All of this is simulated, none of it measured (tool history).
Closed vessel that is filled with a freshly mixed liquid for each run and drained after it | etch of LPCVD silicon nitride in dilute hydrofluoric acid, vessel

| run | hour | temperature setpoint of the liquid (K) | parts of water to one part of 49 % hydrofluoric acid (parts by volume) | time in the liquid (s) | thickness taken off the LPCVD silicon nitride on a monitor wafer (angstrom) |
|---|---|---|---|---|---|
| 1 | 0.0 | 297.15 | 65 | 455 | 27.408 |
| 2 | 5.9 | 297.15 | 65 | 455 | 28.252 |
| 3 | 9.1 | 297.15 | 65 | 455 | 28.175 |
| 4 | 13.3 | 297.15 | 45 | 455 | 40.467 |
| 5 | 19.2 | 297.15 | 45 | 245 | 21.532 |
| 6 | 28.9 | 298.65 | 45 | 245 | 24.040 |

The next listed run, before its measurement:
|  | 34.6 | hydrofluoric acid flow meter replaced |
| 7 | 34.6 | 298.15 | 40 | 250 | ? |

thickness taken off the LPCVD silicon nitride on a monitor wafer (angstrom): 29.029

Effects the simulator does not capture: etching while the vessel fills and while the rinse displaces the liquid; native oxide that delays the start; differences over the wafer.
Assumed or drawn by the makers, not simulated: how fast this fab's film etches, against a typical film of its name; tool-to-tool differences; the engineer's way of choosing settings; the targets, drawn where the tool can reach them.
